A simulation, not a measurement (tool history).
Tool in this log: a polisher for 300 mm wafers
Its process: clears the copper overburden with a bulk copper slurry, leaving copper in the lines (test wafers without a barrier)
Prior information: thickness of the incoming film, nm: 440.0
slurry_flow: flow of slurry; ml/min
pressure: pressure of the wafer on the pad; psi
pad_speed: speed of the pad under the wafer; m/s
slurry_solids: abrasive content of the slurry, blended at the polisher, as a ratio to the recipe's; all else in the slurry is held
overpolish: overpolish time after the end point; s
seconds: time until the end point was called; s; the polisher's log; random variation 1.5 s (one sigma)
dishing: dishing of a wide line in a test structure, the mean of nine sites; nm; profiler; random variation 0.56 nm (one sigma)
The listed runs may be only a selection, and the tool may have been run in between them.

| run | hour | slurry_flow | pressure | pad_speed | slurry_solids | overpolish | seconds | dishing |
|---|---|---|---|---|---|---|---|---|
| 1 | 0.0 | 160 | 2.1 | 0.86 | 1.00 | 20 | 90.821 | 47.742 |
| 2 | 4.4 | 155 | 1.9 | 0.84 | 1.00 | 24 | 103.250 | 49.018 |
| 3 | 4.9 | 155 | 1.9 | 0.84 | 1.10 | 24 | 100.630 | 48.622 |
| 4 | 10.0 | 145 | 1.8 | 0.84 | 1.05 | 26 | 107.810 | 47.929 |
| 5 | 14.5 | 145 | 1.8 | 0.94 | 1.05 | 26 | 98.525 | 50.490 |
| 6 | 15.1 | 145 | 1.6 | 0.94 | 1.05 | 26 | 111.690 | 47.140 |
| 7 | 19.8 | 145 | 1.6 | 0.94 | 1.00 | 28 | 112.960 | 48.909 |
| 8 | 22.8 | 145 | 1.6 | 0.94 | 1.00 | 30 | 113.530 | 49.573 |

Run 9 has not been measured yet. What should we expect?
| 9 | 31.0 | 145 | 1.6 | 0.94 | 1.00 | 32 | ? | ? |

{"run 9": {"seconds": 111.64, "dishing": 50.451}}
